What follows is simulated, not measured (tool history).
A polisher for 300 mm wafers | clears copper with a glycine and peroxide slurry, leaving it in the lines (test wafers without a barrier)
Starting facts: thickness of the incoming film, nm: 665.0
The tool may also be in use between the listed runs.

run,day,flow of slurry (ml/min),pressure of the wafer on the pad (psi),speed of the pad under the wafer (cm/s),overpolish time after the end point (s),time until the end point was called (s),dishing of a wide line in a test structure (nm)
1,0,300,2.3,84,23,150.76,42.131
2,0.038,300,2.3,84,30,154.07,45.011
3,0.388,300,2.3,98,30,132.14,45.837
4,0.454,260,2.3,98,30,135.29,46.76
5,0.567,260,2.3,98,37,134.47,47.553
6,0.812,260,1.8,98,37,162.23,47.131

Estimate the outcome of run 7 from the log above:
7,1.117,260,2,98,32,?,?

{"run 7": {"time until the end point was called (s)": 148.53, "dishing of a wide line in a test structure (nm)": 47.128}}
